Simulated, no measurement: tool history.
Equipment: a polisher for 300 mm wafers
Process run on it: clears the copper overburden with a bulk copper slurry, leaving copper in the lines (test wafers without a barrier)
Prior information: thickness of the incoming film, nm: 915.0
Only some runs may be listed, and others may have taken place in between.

| run | hour | flow of slurry (ml/min) | pressure of the wafer on the pad (kPa) | speed of the pad under the wafer (m/s) | abrasive content of the slurry | overpolish time after the end point (s) | time until the end point was called (s) | dishing of a wide line in a test structure (nm) |
|---|---|---|---|---|---|---|---|---|
| 1 | 0.0 | 125 | 18.6 | 1.08 | 1.0 | 28 | 92.092 | 116.20 |
| 2 | 8.9 | 125 | 18.6 | 1.08 | 1.0 | 39 | 94.316 | 129.62 |
| 3 | 15.0 | 155 | 18.6 | 1.08 | 1.0 | 39 | 87.825 | 131.64 |
| 4 | 22.4 | 135 | 18.6 | 1.08 | 1.0 | 39 | 93.279 | 130.45 |
| 5 | 23.8 | 135 | 18.6 | 0.94 | 1.0 | 39 | 103.700 | 124.10 |
| 6 | 29.8 | 135 | 18.6 | 1.04 | 1.0 | 39 | 93.975 | 127.34 |
| 7 | 38.8 | 150 | 23.4 | 1.20 | 1.0 | 25 | 66.681 | 132.16 |
| 8 | 41.4 | 155 | 23.4 | 1.20 | 1.0 | 23 | 65.659 | 129.02 |

Estimate the outcome of run 9 from the log above:
| 9 | 44.8 | 155 | 23.4 | 1.20 | 1.0 | 22 | ? | ? |

{"run 9": {"time until the end point was called (s)": 66.358, "dishing of a wide line in a test structure (nm)": 127.42}}
